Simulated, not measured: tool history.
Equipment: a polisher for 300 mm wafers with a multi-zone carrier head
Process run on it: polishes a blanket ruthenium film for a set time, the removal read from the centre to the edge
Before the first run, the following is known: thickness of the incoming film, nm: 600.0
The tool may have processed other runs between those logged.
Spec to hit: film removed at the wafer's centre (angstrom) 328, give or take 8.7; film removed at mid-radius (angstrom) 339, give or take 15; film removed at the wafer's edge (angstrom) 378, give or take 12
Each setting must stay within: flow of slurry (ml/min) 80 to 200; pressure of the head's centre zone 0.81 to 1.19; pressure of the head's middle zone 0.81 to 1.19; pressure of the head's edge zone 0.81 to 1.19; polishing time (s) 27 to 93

run  hour  flow of slurry (ml/min)  pressure of the head's centre zone  pressure of the head's middle zone  pressure of the head's edge zone  polishing time (s)  film removed at the wafer's centre (angstrom)  film removed at mid-radius (angstrom)  film removed at the wafer's edge (angstrom)
  1     0                      130                                   1                                   1                                 1                  59                                         348.56                                 345.32                                       353.07
  2   0.6                      160                                   1                                   1                                 1                  59                                         362.95                                 366.97                                       367.48
  3   6.3                      150                                0.98                                0.99                              1.03                  59                                         352.55                                 358.47                                       368.76
  4  11.9                      145                                0.96                                0.98                              1.05                  59                                         337.39                                 364.22                                       377.05
  5  17.4                      140                                0.96                                0.96                              1.06                  59                                         338.61                                 354.09                                       375.77
  6    18                      140                                0.96                                0.96                              1.01                  59                                         339.26                                  346.4                                       367.43
  7  19.5                      140                                0.95                                0.95                              1.02                  59                                         334.72                                 348.68                                       364.17
  8  25.6                      140                                0.95                                0.93                              1.04                  59                                         338.67                                 336.72                                       371.48

5 next moves are on the table. One of them brings every result within its allowed miss. Which?
  A  31.7                      150                                0.98                                0.91                              1.03                  58                                              ?                                      ?                                            ?
  B  31.7                      125                                0.96                                1.03                              0.98                  62                                              ?                                      ?                                            ?
  C  31.7                      115                                0.92                                0.93                              1.05                  62                                              ?                                      ?                                            ?
  D  31.7                      145                                0.98                                0.91                              1.08                  60                                              ?                                      ?                                            ?
  E  31.7                      130                                1.02                                 0.9                              1.01                  60                                              ?                                      ?                                            ?

move  film removed at the wafer's centre (angstrom)  film removed at mid-radius (angstrom)  film removed at the wafer's edge (angstrom)
   A                                         345.39                                 340.16                                       372.08
   B                                         345.24                                 373.49                                       376.64
   C                                         322.38                                 345.44                                       383.92
   D                                         354.46                                  349.4                                       392.07
   E                                         358.85                                 338.87                                       372.77
A: further off than the last run
B: further off than the last run
C: in spec on every target
D: further off than the last run
E: further off than the last run
C meets every target.
